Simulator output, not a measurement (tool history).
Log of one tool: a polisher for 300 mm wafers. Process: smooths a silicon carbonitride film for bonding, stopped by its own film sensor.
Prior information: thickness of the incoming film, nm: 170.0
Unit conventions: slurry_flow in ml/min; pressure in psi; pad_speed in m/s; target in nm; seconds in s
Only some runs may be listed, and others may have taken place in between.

run    day  slurry_flow  pressure  pad_speed  slurry_solids  target  seconds
  1  0.000          205       1.5       1.12           1.00     157   76.429
  2  0.112          205       1.5       1.12           1.00     159   64.221
  3  0.154          205       1.3       1.10           1.00     159   73.853
  4  0.429          205       1.1       1.08           1.00     159   88.153
  5  0.700          205       1.1       1.08           1.15     159   82.178
     0.842  -- head pressure recalibrated
  6  0.842          250       1.1       1.08           1.15     159   71.673
  7  1.196          220       1.0       1.08           1.15     159   79.522

Run 8 is up next; what results do you expect?
  8  1.400          200       0.9       1.08           1.15     159        ?

{"run 8": {"seconds": 88.122}}
